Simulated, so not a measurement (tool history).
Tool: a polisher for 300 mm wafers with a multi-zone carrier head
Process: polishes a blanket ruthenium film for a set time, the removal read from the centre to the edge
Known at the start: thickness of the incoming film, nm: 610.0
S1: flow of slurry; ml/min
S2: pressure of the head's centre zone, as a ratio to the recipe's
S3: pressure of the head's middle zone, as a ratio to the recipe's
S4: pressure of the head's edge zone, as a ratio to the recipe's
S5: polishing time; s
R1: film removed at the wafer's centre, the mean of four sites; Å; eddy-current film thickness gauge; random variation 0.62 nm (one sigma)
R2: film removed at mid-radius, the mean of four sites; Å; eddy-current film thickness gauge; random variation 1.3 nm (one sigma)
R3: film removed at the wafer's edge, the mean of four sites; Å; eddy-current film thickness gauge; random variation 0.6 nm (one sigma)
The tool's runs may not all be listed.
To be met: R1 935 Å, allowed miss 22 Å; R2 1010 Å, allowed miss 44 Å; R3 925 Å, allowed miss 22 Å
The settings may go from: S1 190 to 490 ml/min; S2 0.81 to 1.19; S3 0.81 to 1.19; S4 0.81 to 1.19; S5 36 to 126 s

Run 1, day 0: S1 315 ml/min, S2 1, S3 1, S4 1, S5 81 s. Result: R1 688.44 Å, R2 681.48 Å, R3 697.52 Å.
Run 2, day 0.283: S1 320 ml/min, S2 1.01, S3 1.02, S4 1.02, S5 83 s. Result: R1 716.06 Å, R2 712.43 Å, R3 720.45 Å.
Run 3, day 0.604: S1 275 ml/min, S2 1.01, S3 1.02, S4 1.02, S5 83 s. Result: R1 701.78 Å, R2 685.33 Å, R3 716.5 Å.
Run 4, day 0.746: S1 290 ml/min, S2 1.02, S3 1.04, S4 1.04, S5 85 s. Result: R1 731.93 Å, R2 718.38 Å, R3 737.11 Å.
Run 5, day 0.921: S1 300 ml/min, S2 1.02, S3 1.06, S4 1.05, S5 87 s. Result: R1 754.96 Å, R2 759.93 Å, R3 758.25 Å.
Run 6, day 1.242: S1 300 ml/min, S2 1.02, S3 1.06, S4 1.05, S5 103 s. Result: R1 890 Å, R2 878.51 Å, R3 913.04 Å.
Run 7, day 1.338: S1 310 ml/min, S2 1.02, S3 1.07, S4 1.05, S5 103 s. Result: R1 892.43 Å, R2 905.44 Å, R3 904.8 Å.
Run 8, day 1.492: S1 320 ml/min, S2 1.02, S3 1.08, S4 1.05, S5 103 s. Result: R1 897.87 Å, R2 910.86 Å, R3 919.36 Å.
Run 9, day 1.721: S1 330 ml/min, S2 1.02, S3 1.09, S4 1.05, S5 103 s. Result: R1 905.39 Å, R2 918.37 Å, R3 910.92 Å.
Run 10, day 1.971: S1 335 ml/min, S2 1.02, S3 1.1, S4 1.05, S5 103 s. Result: R1 894.24 Å, R2 921.4 Å, R3 914.53 Å.
Run 11, day 2.146: S1 340 ml/min, S2 1.02, S3 1.11, S4 1.05, S5 103 s. Result: R1 900.53 Å, R2 937.7 Å, R3 922.67 Å.
Run 12, day 2.296: S1 345 ml/min, S2 1.02, S3 1.12, S4 1.05, S5 103 s. Result: R1 888.84 Å, R2 954.65 Å, R3 908.89 Å.
Run 13, day 2.65: S1 350 ml/min, S2 1.02, S3 1.12, S4 1.05, S5 103 s. Result: R1 896.62 Å, R2 974.12 Å, R3 927.54 Å.
Run 14, day 2.721: S1 350 ml/min, S2 1.02, S3 1.12, S4 1.05, S5 103 s. Result: R1 897.83 Å, R2 954.03 Å, R3 906.1 Å.
Run 15, day 3.083: S1 355 ml/min, S2 1.02, S3 1.12, S4 1.05, S5 103 s. Result: R1 895.3 Å, R2 956.48 Å, R3 912.93 Å.
Run 16, day 3.196: S1 360 ml/min, S2 1.02, S3 1.13, S4 1.05, S5 103 s. Result: R1 892.72 Å, R2 955.22 Å, R3 911.4 Å.
Run 17, day 3.258: S1 360 ml/min, S2 1.02, S3 1.14, S4 1.05, S5 103 s. Result: R1 900.9 Å, R2 958.55 Å, R3 915.23 Å.
At day 3.525: worn pad replaced by a new one.
Run 18, day 3.525: S1 365 ml/min, S2 1.02, S3 1.15, S4 1.05, S5 103 s. Result: R1 993.59 Å, R2 1077.8 Å, R3 1003.6 Å.
Run 19, day 3.833: S1 365 ml/min, S2 1.02, S3 1.15, S4 1.05, S5 103 s. Result: R1 986.77 Å, R2 1051.9 Å, R3 1011.5 Å.
Run 20, day 4.179: S1 380 ml/min, S2 1.02, S3 1.15, S4 1.04, S5 103 s. Result: R1 1003.3 Å, R2 1077.5 Å, R3 998.7 Å.
Run 21, day 4.254: S1 375 ml/min, S2 1.02, S3 1.15, S4 1.04, S5 102 s. Result: R1 997.46 Å, R2 1060.7 Å, R3 995.32 Å.
Run 22, day 4.542: S1 375 ml/min, S2 1.02, S3 1.15, S4 1.04, S5 101 s. Result: R1 979.93 Å, R2 1058.6 Å, R3 981.25 Å.
Run 23, day 4.588: S1 375 ml/min, S2 1.02, S3 1.15, S4 1.04, S5 100 s. Result: R1 982.19 Å, R2 1052.2 Å, R3 956.25 Å.
Run 24, day 4.871: S1 370 ml/min, S2 1.02, S3 1.15, S4 1.04, S5 100 s. Result: R1 964.81 Å, R2 1058.9 Å, R3 955.85 Å.
Run 25, day 5.15: S1 365 ml/min, S2 1.02, S3 1.15, S4 1.04, S5 100 s. Result: R1 972.26 Å, R2 1028.6 Å, R3 978.27 Å.
Run 26, day 5.475: S1 370 ml/min, S2 1.02, S3 1.15, S4 1.04, S5 100 s. Result: R1 980.72 Å, R2 1032 Å, R3 973.25 Å.
Run 27, day 5.771: S1 380 ml/min, S2 1.02, S3 1.15, S4 1.04, S5 100 s. Result: R1 971.23 Å, R2 1048.1 Å, R3 973.91 Å.
Run 28, day 5.95: S1 375 ml/min, S2 1.02, S3 1.15, S4 1.04, S5 99 s. Result: R1 959.68 Å, R2 1018.1 Å, R3 952.62 Å.
Run 29, day 6.158: S1 380 ml/min, S2 1.02, S3 1.15, S4 1.04, S5 98 s. Result: R1 954.41 Å, R2 1026.2 Å, R3 955.67 Å.

5 next moves are on the table. One of them brings every result within its allowed miss. Which?
Run A, day 6.367: S1 365 ml/min, S2 1.08, S3 1.18, S4 0.91, S5 95 s. Result: R1 ?, R2 ?, R3 ?.
Run B, day 6.367: S1 425 ml/min, S2 1, S3 1.19, S4 1.01, S5 103 s. Result: R1 ?, R2 ?, R3 ?.
Run C, day 6.367: S1 340 ml/min, S2 1.04, S3 1.18, S4 1.05, S5 96 s. Result: R1 ?, R2 ?, R3 ?.
Run D, day 6.367: S1 345 ml/min, S2 1, S3 1.11, S4 1.08, S5 101 s. Result: R1 ?, R2 ?, R3 ?.
Run E, day 6.367: S1 345 ml/min, S2 1.08, S3 1.09, S4 1.03, S5 92 s. Result: R1 ?, R2 ?, R3 ?.

move      R1      R2      R3
   A  962.74  1040.3  858.86
   B  977.07  1148.3  985.98
   C  931.19  1045.7  925.56
   D  942.41  1045.1  989.29
   E  927.51  936.91  880.44
A: takes the result that was furthest off past its target
B: further off than the last run
C: meets every target
D: further off than the last run
E: takes the result that was furthest off past its target
Answer: C
